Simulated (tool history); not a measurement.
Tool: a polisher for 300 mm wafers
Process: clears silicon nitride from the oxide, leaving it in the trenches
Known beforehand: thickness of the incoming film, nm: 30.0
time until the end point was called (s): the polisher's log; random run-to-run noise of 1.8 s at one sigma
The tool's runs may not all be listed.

| run | hour | flow of slurry (ml/min) | pressure of the wafer on the pad (kPa) | speed of the pad under the wafer (m/s) | overpolish time after the end point (s) | time until the end point was called (s) |
|---|---|---|---|---|---|---|
| 1 | 0 | 295 | 11.7 | 0.8 | 27 | 66.249 |
| 2 | 6 | 295 | 11.7 | 0.8 | 29 | 65.781 |
| 3 | 14.4 | 330 | 11.7 | 0.8 | 29 | 65.372 |
| 4 | 20 | 330 | 13.8 | 0.8 | 29 | 56.183 |
| 5 | 28.4 | 330 | 11.7 | 0.72 | 29 | 73.267 |
| 6 | 33.7 | 330 | 9.7 | 0.66 | 29 | 94.693 |

Run 7 is up next; what results do you expect?
| 7 | 34.4 | 330 | 8.3 | 0.64 | 29 | ? |

Run 7 produced time until the end point was called (s) 111.18.
